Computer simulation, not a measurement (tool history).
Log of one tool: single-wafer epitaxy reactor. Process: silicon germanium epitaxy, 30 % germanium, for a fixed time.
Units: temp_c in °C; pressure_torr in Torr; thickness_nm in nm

run	hour	temp_c	pressure_torr	thickness_nm
1	0.0	620	23.2	91.982
2	1.4	620	20.9	89.310
3	6.0	623	21.0	92.913
4	12.9	614	21.0	81.193
5	14.9	619	21.3	87.923
6	17.8	612	21.3	79.060

Forecast run 7:
7	25.7	618	21.6	?

Run 7 gave thickness_nm 87.195 nm.
